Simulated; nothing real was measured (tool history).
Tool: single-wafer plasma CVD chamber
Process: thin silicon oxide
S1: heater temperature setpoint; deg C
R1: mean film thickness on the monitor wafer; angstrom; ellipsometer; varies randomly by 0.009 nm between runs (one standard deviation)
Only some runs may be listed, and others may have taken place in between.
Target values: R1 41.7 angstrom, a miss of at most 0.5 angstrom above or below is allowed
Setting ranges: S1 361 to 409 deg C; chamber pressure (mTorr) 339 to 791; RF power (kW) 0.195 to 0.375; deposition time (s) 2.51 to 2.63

Run 1, hour 0: S1 385 deg C, chamber pressure (mTorr) 565, RF power (kW) 0.285, deposition time (s) 2.63. Result: R1 35.175 angstrom.
Run 2, hour 8.7: S1 392 deg C, chamber pressure (mTorr) 565, RF power (kW) 0.285, deposition time (s) 2.63. Result: R1 35.108 angstrom.
Run 3, hour 9.9: S1 392 deg C, chamber pressure (mTorr) 585, RF power (kW) 0.285, deposition time (s) 2.63. Result: R1 36.283 angstrom.
Run 4, hour 12.3: S1 392 deg C, chamber pressure (mTorr) 517, RF power (kW) 0.285, deposition time (s) 2.63. Result: R1 32.289 angstrom.
Run 5, hour 13.8: S1 392 deg C, chamber pressure (mTorr) 550, RF power (kW) 0.285, deposition time (s) 2.63. Result: R1 34.277 angstrom.
Run 6, hour 19.7: S1 392 deg C, chamber pressure (mTorr) 550, RF power (kW) 0.285, deposition time (s) 2.51. Result: R1 32.559 angstrom.
Run 7, hour 24.8: S1 392 deg C, chamber pressure (mTorr) 581, RF power (kW) 0.285, deposition time (s) 2.51. Result: R1 34.368 angstrom.
Run 8, hour 26.7: S1 392 deg C, chamber pressure (mTorr) 606, RF power (kW) 0.285, deposition time (s) 2.51. Result: R1 35.747 angstrom.
Run 9, hour 35.5: S1 392 deg C, chamber pressure (mTorr) 627, RF power (kW) 0.285, deposition time (s) 2.51. Result: R1 37.073 angstrom.
Run 10, hour 39.9: S1 392 deg C, chamber pressure (mTorr) 643, RF power (kW) 0.285, deposition time (s) 2.51. Result: R1 38.098 angstrom.
Run 11, hour 41.8: S1 392 deg C, chamber pressure (mTorr) 655, RF power (kW) 0.285, deposition time (s) 2.51. Result: R1 38.582 angstrom.
Run 12, hour 46.6: S1 392 deg C, chamber pressure (mTorr) 666, RF power (kW) 0.285, deposition time (s) 2.51. Result: R1 39.369 angstrom.
Run 13, hour 47.8: S1 392 deg C, chamber pressure (mTorr) 674, RF power (kW) 0.285, deposition time (s) 2.51. Result: R1 39.73 angstrom.
Run 14, hour 56.7: S1 392 deg C, chamber pressure (mTorr) 681, RF power (kW) 0.285, deposition time (s) 2.51. Result: R1 40.207 angstrom.
Run 15, hour 58.7: S1 392 deg C, chamber pressure (mTorr) 686, RF power (kW) 0.285, deposition time (s) 2.51. Result: R1 40.568 angstrom.

5 next moves are on the table. One of them brings every result within its allowed miss. Which?
Run A, hour 60.7: S1 396 deg C, chamber pressure (mTorr) 674, RF power (kW) 0.305, deposition time (s) 2.51. Result: R1 ?.
Run B, hour 60.7: S1 384 deg C, chamber pressure (mTorr) 692, RF power (kW) 0.255, deposition time (s) 2.51. Result: R1 ?.
Run C, hour 60.7: S1 382 deg C, chamber pressure (mTorr) 702, RF power (kW) 0.26, deposition time (s) 2.51. Result: R1 ?.
Run D, hour 60.7: S1 392 deg C, chamber pressure (mTorr) 671, RF power (kW) 0.27, deposition time (s) 2.54. Result: R1 ?.
Run E, hour 60.7: S1 393 deg C, chamber pressure (mTorr) 711, RF power (kW) 0.275, deposition time (s) 2.54. Result: R1 ?.

move      R1
   A  40.396
   B   39.56
   C  40.392
   D  39.348
   E  41.776
A: further off than the last run
B: further off than the last run
C: further off than the last run
D: further off than the last run
E: each result inside its tolerance
Go with E: it meets all targets.
